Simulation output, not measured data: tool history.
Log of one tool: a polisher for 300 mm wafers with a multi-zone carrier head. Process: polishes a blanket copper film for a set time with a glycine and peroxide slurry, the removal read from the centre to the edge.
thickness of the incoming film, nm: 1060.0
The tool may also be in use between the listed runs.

run	hour	flow of slurry (ml/min)	pressure of the head's centre zone	pressure of the head's middle zone	pressure of the head's edge zone	polishing time (s)	film removed at the wafer's centre (Å)	film removed at mid-radius (Å)	film removed at the wafer's edge (Å)
1	0	125	1	1	1	74	2835.3	2850	2918.2
2	1.6	130	1.01	0.99	1.02	77	2993.6	2884.7	3047.3
3	5.5	130	1.01	1.07	1.02	77	2980.1	3040.9	3017
4	7.2	130	1.01	1.14	1.02	77	3007.5	3303.8	2999
5	10.7	135	1.01	1.12	1.04	80	3143.5	3319.2	3185
6	11.3	140	1.01	1.11	1.06	82	3257.3	3451.8	3283.5
7	19.2	140	1.01	1.09	1.08	84	3300.3	3498.2	3414.5
8	27.4	145	1.02	1.07	1.1	86	3472.1	3539.9	3585.1

Forecast run 9:
9	30.7	150	1.02	1.06	1.11	87	?	?	?

{"run 9": {"film removed at the wafer's centre (Å)": 3450.1, "film removed at mid-radius (Å)": 3721.5, "film removed at the wafer's edge (Å)": 3670.1}}

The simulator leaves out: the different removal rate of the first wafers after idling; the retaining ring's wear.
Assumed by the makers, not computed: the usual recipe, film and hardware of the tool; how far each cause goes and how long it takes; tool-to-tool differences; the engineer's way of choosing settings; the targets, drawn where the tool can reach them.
